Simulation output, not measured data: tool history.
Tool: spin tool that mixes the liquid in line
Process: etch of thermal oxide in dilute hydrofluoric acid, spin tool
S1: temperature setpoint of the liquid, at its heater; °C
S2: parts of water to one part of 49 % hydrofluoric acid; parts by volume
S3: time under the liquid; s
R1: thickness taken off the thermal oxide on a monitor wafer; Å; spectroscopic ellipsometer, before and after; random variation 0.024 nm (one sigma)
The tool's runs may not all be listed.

| run | hour | S1 | S2 | S3 | R1 |
|---|---|---|---|---|---|
| 1 | 0.0 | 23.0 | 290 | 290 | 32.862 |
| 2 | 6.3 | 23.0 | 365 | 290 | 23.863 |
| 3 | 11.9 | 26.0 | 365 | 290 | 27.049 |
| 4 | 17.9 | 26.0 | 290 | 290 | 36.857 |
| 5 | 18.8 | 29.0 | 290 | 290 | 40.095 |
| 6 | 25.6 | 27.0 | 325 | 290 | 32.218 |
|  | 30.3 | thermometer replaced |
| 7 | 30.3 | 25.5 | 350 | 290 | 30.715 |
| 8 | 37.7 | 24.0 | 375 | 290 | 25.633 |
| 9 | 43.1 | 24.0 | 375 | 290 | 26.414 |
| 10 | 48.3 | 23.0 | 400 | 290 | 22.893 |

Forecast run 11:
| 11 | 52.0 | 22.0 | 410 | 290 | ? |

Run 11 gave R1 21.155 Å.

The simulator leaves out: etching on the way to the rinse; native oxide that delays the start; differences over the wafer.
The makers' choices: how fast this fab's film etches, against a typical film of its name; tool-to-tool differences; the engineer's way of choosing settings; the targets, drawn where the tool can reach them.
